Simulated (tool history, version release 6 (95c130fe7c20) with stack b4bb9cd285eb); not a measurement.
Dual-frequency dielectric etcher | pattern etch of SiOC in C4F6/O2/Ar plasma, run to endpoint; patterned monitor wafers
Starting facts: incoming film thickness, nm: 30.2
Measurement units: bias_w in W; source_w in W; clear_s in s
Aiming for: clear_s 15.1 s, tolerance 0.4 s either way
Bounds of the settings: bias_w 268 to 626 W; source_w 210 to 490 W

run,hour,bias_w,source_w,clear_s
1,0,447,350,12.706
2,8.8,447,370,12.479
3,15.1,423,360,12.685
4,17.5,348,360,13.5
5,20.7,348,420,12.848
6,25.7,348,440,12.682
7,29.1,335,420,13.051
8,33.9,324,400,13.226

Next run, 4 choices. One meets every target within its allowed miss, the rest don't. Which?
A,38.7,268,330,?
B,38.7,380,440,?
C,38.7,268,440,?
D,38.7,268,370,?

move,clear_s
A,15.894
B,12.236
C,13.951
D,15.08
A: pushes the last run's worst result past its target
B: lands further from the targets than the last run did
C: better than the last run, though not everything is in spec
D: each result inside its tolerance
Answer: D

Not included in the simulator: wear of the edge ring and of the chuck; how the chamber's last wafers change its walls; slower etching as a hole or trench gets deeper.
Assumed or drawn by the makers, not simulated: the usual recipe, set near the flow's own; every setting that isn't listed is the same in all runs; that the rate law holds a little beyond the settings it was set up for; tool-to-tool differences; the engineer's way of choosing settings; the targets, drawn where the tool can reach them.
